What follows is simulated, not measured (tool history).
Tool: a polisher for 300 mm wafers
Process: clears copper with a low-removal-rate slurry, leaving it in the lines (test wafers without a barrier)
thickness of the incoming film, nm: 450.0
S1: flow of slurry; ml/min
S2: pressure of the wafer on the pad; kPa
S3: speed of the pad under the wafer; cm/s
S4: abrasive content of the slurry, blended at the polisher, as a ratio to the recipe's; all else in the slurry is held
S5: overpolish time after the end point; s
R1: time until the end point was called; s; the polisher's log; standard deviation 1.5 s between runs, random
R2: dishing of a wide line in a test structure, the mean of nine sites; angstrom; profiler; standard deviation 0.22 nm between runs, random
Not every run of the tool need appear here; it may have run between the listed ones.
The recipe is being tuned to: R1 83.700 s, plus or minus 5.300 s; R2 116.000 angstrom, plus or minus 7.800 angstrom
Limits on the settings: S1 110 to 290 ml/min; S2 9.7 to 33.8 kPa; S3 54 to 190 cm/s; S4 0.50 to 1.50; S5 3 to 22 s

run 1 hour=0.0 | S1=185 S2=21.4 S3=122 S4=1.00 S5=11 | R1=95.929 R2=337.900
run 2 hour=1.5 | S1=185 S2=20.0 S3=128 S4=1.00 S5=9 | R1=100.860 R2=276.760
run 3 hour=7.4 | S1=195 S2=20.0 S3=124 S4=1.05 S5=8 | R1=96.382 R2=246.310
run 4 hour=9.5 | S1=165 S2=20.0 S3=124 S4=1.05 S5=8 | R1=103.530 R2=241.250
run 5 hour=17.7 | S1=165 S2=24.8 S3=124 S4=1.05 S5=8 | R1=86.181 R2=287.170
run 6 hour=22.2 | S1=190 S2=23.4 S3=120 S4=1.15 S5=7 | R1=87.041 R2=241.020
run 7 hour=23.3 | S1=210 S2=23.4 S3=114 S4=1.20 S5=6 | R1=87.909 R2=210.150
run 8 hour=26.1 | S1=225 S2=23.4 S3=108 S4=1.25 S5=5 | R1=89.328 R2=175.080
run 9 hour=27.1 | S1=275 S2=24.1 S3=86 S4=1.50 S5=3 | R1=97.044 R2=103.080
run 10 hour=29.2 | S1=275 S2=24.8 S3=86 S4=1.50 S5=3 | R1=93.763 R2=104.080

Of the 4 settings listed for the next run, only one would bring every result within its allowed miss of target. Which one?
run A hour=31.3 | S1=280 S2=23.4 S3=76 S4=1.35 S5=3 | R1=? R2=?
run B hour=31.3 | S1=250 S2=27.6 S3=86 S4=1.45 S5=3 | R1=? R2=?
run C hour=31.3 | S1=255 S2=20.0 S3=118 S4=1.50 S5=3 | R1=? R2=?
run D hour=31.3 | S1=260 S2=24.1 S3=78 S4=1.45 S5=3 | R1=? R2=?

move=A R1=103.980 R2=94.755
move=B R1=83.734 R2=117.110
move=C R1=92.719 R2=105.690
move=D R1=99.346 R2=99.081
A: further off than the last run
B: each result inside its tolerance
C: closer than the last run, but not yet in spec
D: further off than the last run
Answer: B
